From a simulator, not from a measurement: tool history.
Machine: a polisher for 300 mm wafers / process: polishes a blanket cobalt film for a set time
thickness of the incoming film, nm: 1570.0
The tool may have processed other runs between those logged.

| run | day | flow of slurry (ml/min) | pressure of the wafer on the pad (kPa) | speed of the pad under the wafer (cm/s) | polishing time (s) | film removed (nm) |
|---|---|---|---|---|---|---|
| 1 | 0 | 130 | 16.5 | 94 | 31 | 174.96 |
| 2 | 0.358 | 125 | 15.9 | 94 | 31 | 167.68 |
| 3 | 0.483 | 120 | 15.2 | 94 | 31 | 163.53 |
| 4 | 0.704 | 120 | 15.2 | 102 | 31 | 175.57 |
| 5 | 0.921 | 120 | 14.5 | 102 | 31 | 170.52 |
| 6 | 1.25 | 120 | 14.5 | 102 | 31 | 171.06 |
| 7 | 1.358 | 90 | 10.3 | 102 | 31 | 131.21 |
| 8 | 1.467 | 90 | 9.7 | 102 | 31 | 124.8 |
|  | 1.546 | head pressure recalibrated |
| 9 | 1.546 | 90 | 9 | 102 | 31 | 109.73 |
| 10 | 1.917 | 85 | 9.7 | 102 | 31 | 114.85 |

Predict the results of run 11:
| 11 | 2.192 | 100 | 10.3 | 102 | 31 | ? |

{"run 11": {"film removed (nm)": 122.94}}
